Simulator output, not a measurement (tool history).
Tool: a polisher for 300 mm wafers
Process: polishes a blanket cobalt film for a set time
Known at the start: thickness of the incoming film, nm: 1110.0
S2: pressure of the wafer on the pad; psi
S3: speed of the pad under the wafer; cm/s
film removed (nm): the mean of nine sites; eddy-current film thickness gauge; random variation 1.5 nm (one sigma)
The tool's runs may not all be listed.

{"run": 1, "hour": 0.0, "flow of slurry (ml/min)": 300, "S2": 1.3, "S3": 116, "polishing time (s)": 60, "film removed (nm)": 226.51}
{"run": 2, "hour": 4.4, "flow of slurry (ml/min)": 300, "S2": 1.3, "S3": 116, "polishing time (s)": 63, "film removed (nm)": 242.27}
{"run": 3, "hour": 8.7, "flow of slurry (ml/min)": 300, "S2": 1.3, "S3": 116, "polishing time (s)": 63, "film removed (nm)": 241.86}
{"run": 4, "hour": 11.4, "flow of slurry (ml/min)": 300, "S2": 1.3, "S3": 116, "polishing time (s)": 60, "film removed (nm)": 229.37}
{"run": 5, "hour": 19.0, "flow of slurry (ml/min)": 300, "S2": 1.3, "S3": 126, "polishing time (s)": 60, "film removed (nm)": 250.77}
{"run": 6, "hour": 23.0, "flow of slurry (ml/min)": 355, "S2": 1.3, "S3": 126, "polishing time (s)": 60, "film removed (nm)": 249.76}
{"run": 7, "hour": 30.0, "flow of slurry (ml/min)": 355, "S2": 0.9, "S3": 120, "polishing time (s)": 60, "film removed (nm)": 182.39}
{"run": 8, "hour": 38.1, "flow of slurry (ml/min)": 355, "S2": 0.9, "S3": 118, "polishing time (s)": 60, "film removed (nm)": 176.52}
{"run": 9, "hour": 45.5, "flow of slurry (ml/min)": 355, "S2": 0.7, "S3": 116, "polishing time (s)": 60, "film removed (nm)": 150.42}
{"run": 10, "hour": 48.1, "flow of slurry (ml/min)": 355, "S2": 0.6, "S3": 116, "polishing time (s)": 60, "film removed (nm)": 132.29}
{"run": 11, "hour": 53.3, "flow of slurry (ml/min)": 355, "S2": 0.7, "S3": 116, "polishing time (s)": 60, "film removed (nm)": 146.66}
{"run": 12, "hour": 61.9, "flow of slurry (ml/min)": 345, "S2": 0.7, "S3": 116, "polishing time (s)": 60, "film removed (nm)": 147.59}

Run 13 comes next. What will it give?
{"run": 13, "hour": 62.6, "flow of slurry (ml/min)": 340, "S2": 0.7, "S3": 116, "polishing time (s)": 60, "film removed (nm)": "?"}

film removed (nm): 145.3

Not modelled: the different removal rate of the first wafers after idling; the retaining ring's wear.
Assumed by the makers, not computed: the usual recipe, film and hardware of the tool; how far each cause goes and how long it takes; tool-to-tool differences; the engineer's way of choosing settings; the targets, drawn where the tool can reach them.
